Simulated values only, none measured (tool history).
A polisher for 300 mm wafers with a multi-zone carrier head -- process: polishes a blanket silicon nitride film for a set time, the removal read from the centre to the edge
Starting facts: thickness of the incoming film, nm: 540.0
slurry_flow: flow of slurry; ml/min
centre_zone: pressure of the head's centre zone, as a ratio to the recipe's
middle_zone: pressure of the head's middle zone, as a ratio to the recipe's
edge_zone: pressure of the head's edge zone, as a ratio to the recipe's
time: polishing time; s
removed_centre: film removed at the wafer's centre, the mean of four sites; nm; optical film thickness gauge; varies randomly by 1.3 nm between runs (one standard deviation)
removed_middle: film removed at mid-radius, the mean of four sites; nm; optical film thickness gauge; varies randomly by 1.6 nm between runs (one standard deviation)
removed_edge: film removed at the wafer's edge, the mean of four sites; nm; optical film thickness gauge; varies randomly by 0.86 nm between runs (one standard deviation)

run    day  slurry_flow  centre_zone  middle_zone  edge_zone  time  removed_centre  removed_middle  removed_edge
  1      0          260            1            1          1    51          88.922          88.962        89.483
  2    0.2          265            1         1.01       1.02    53          89.703          95.513        93.115
  3  0.312          265         1.04         1.01       1.02    53          94.857            91.5         92.83
  4  0.646          265         1.04         1.01       0.94    53          95.731          92.798        89.781
      0.85  -- slurry nozzle cleaned
  5   0.85          270         1.04         1.01       0.97    55          99.271          97.195        97.153
  6  0.983          285         1.04         1.02       0.99    56          101.51           101.4        98.922
  7  1.208          290         1.04         1.02       1.01    58          105.94             105        102.87
  8  1.554          290         1.03         1.02       1.02    60           109.5          110.42        108.04
  9  1.579          290         1.03         1.02       1.02    60          109.54          107.96        107.26
 10  1.629          290         1.02         1.02       1.04    61          108.47          110.38        110.19

What will run 11 give?
 11  1.792          295         1.02         1.02       1.05    62               ?               ?             ?

Run 11 measured removed_centre 111.62 nm, removed_middle 114.31 nm, removed_edge 113.96 nm.

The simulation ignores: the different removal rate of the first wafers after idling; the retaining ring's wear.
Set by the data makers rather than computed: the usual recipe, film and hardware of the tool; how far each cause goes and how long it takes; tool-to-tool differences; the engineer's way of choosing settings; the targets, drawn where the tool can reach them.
